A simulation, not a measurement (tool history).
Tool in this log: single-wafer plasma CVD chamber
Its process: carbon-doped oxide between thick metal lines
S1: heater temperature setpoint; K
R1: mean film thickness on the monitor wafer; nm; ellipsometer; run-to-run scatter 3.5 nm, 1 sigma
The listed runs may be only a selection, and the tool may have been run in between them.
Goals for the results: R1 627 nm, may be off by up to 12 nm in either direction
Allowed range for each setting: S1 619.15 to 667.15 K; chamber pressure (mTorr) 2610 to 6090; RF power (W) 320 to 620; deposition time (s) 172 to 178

Run 1, day 0: S1 643.15 K, chamber pressure (mTorr) 4350, RF power (W) 470, deposition time (s) 172. Result: R1 813.38 nm.
Run 2, day 0.171: S1 647.15 K, chamber pressure (mTorr) 4350, RF power (W) 470, deposition time (s) 172. Result: R1 799.21 nm.
Run 3, day 0.529: S1 647.15 K, chamber pressure (mTorr) 4350, RF power (W) 470, deposition time (s) 172. Result: R1 804.66 nm.
Run 4, day 0.688: S1 650.15 K, chamber pressure (mTorr) 3980, RF power (W) 430, deposition time (s) 172. Result: R1 736.69 nm.
Run 5, day 0.738: S1 653.15 K, chamber pressure (mTorr) 3640, RF power (W) 410, deposition time (s) 172. Result: R1 697.1 nm.
Run 6, day 1.058: S1 653.15 K, chamber pressure (mTorr) 4110, RF power (W) 410, deposition time (s) 172. Result: R1 710.01 nm.
Run 7, day 1.154: S1 658.15 K, chamber pressure (mTorr) 3240, RF power (W) 345, deposition time (s) 172. Result: R1 594.3 nm.
Run 8, day 1.312: S1 656.15 K, chamber pressure (mTorr) 3380, RF power (W) 345, deposition time (s) 172. Result: R1 595.57 nm.
Run 9, day 1.396: S1 656.15 K, chamber pressure (mTorr) 3580, RF power (W) 350, deposition time (s) 172. Result: R1 603.29 nm.

Next run, 4 choices. One meets every target within its allowed miss, the rest don't. Which?
Run A, day 1.479: S1 655.15 K, chamber pressure (mTorr) 3360, RF power (W) 375, deposition time (s) 177. Result: R1 ?.
Run B, day 1.479: S1 659.15 K, chamber pressure (mTorr) 3940, RF power (W) 360, deposition time (s) 178. Result: R1 ?.
Run C, day 1.479: S1 656.15 K, chamber pressure (mTorr) 3440, RF power (W) 335, deposition time (s) 178. Result: R1 ?.
Run D, day 1.479: S1 664.15 K, chamber pressure (mTorr) 2670, RF power (W) 365, deposition time (s) 178. Result: R1 ?.

move      R1
   A  657.94
   B  646.37
   C  600.31
   D  624.58
A: takes the biggest miss from the last run beyond its target
B: takes the biggest miss from the last run beyond its target
C: the biggest miss grows against the last run
D: every result lands within tolerance
D meets every target.

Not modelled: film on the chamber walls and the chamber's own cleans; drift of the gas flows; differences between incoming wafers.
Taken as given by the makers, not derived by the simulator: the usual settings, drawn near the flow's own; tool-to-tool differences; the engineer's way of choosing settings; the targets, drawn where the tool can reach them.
